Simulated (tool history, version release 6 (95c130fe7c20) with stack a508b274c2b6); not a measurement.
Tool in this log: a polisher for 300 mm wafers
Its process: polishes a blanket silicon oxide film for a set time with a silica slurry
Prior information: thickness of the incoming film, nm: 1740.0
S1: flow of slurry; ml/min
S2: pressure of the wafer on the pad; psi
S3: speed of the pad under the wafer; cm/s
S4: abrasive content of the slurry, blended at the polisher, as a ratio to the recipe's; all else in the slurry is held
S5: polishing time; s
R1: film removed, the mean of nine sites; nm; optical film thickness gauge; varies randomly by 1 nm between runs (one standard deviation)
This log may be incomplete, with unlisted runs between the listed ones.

run 1 day=0.000 | S1=175 S2=4.3 S3=132 S4=1.0 S5=40 | R1=144.190
run 2 day=0.246 | S1=175 S2=3.7 S3=130 S4=1.0 S5=40 | R1=124.350
run 3 day=0.408 | S1=175 S2=3.3 S3=128 S4=1.0 S5=40 | R1=109.140
run 4 day=0.779 | S1=140 S2=3.3 S3=128 S4=1.0 S5=40 | R1=106.770
run 5 day=0.896 | S1=105 S2=3.3 S3=128 S4=1.0 S5=40 | R1=101.780
run 6 day=1.142 | S1=105 S2=3.1 S3=128 S4=1.0 S5=40 | R1=95.653
run 7 day=1.283 | S1=105 S2=2.9 S3=128 S4=1.0 S5=40 | R1=87.740

Expected results for the next run?
run 8 day=1.596 | S1=105 S2=2.8 S3=128 S4=1.0 S5=40 | R1=?

R1: 88.387 nm
